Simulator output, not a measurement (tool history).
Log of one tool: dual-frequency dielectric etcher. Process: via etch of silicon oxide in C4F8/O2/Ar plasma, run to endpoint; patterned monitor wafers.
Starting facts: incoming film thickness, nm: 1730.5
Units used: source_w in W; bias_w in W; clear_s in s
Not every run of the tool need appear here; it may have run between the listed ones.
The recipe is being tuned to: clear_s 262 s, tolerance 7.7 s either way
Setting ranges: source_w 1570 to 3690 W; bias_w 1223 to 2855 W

Run 1, hour 0: source_w 2630 W, bias_w 2039 W. Result: clear_s 303.59 s.
Run 2, hour 8.5: source_w 2630 W, bias_w 1859 W. Result: clear_s 310.13 s.
Run 3, hour 13.3: source_w 2860 W, bias_w 1859 W. Result: clear_s 296.03 s.
Run 4, hour 19: source_w 2920 W, bias_w 1873 W. Result: clear_s 295.24 s.
Run 5, hour 21.6: source_w 2980 W, bias_w 1893 W. Result: clear_s 291.79 s.
Run 6, hour 26.7: source_w 3040 W, bias_w 1911 W. Result: clear_s 282.02 s.
Run 7, hour 34.6: source_w 3070 W, bias_w 1917 W. Result: clear_s 285.79 s.
Run 8, hour 40.4: source_w 3110 W, bias_w 1931 W. Result: clear_s 282.64 s.
Run 9, hour 46.4: source_w 3150 W, bias_w 1942 W. Result: clear_s 277.89 s.

Which single option among these 4 for the next run brings every result within its allowed miss of target? Just one does.
Run A, hour 52.4: source_w 3010 W, bias_w 1937 W. Result: clear_s ?.
Run B, hour 52.4: source_w 3560 W, bias_w 1927 W. Result: clear_s ?.
Run C, hour 52.4: source_w 3070 W, bias_w 2016 W. Result: clear_s ?.
Run D, hour 52.4: source_w 2940 W, bias_w 1726 W. Result: clear_s ?.

move  clear_s
   A   287.48
   B   264.22
   C   281.41
   D   300.38
A: its largest miss is bigger than the last run's
B: in spec on every target
C: its largest miss is bigger than the last run's
D: its largest miss is bigger than the last run's
Go with B: it meets all targets.
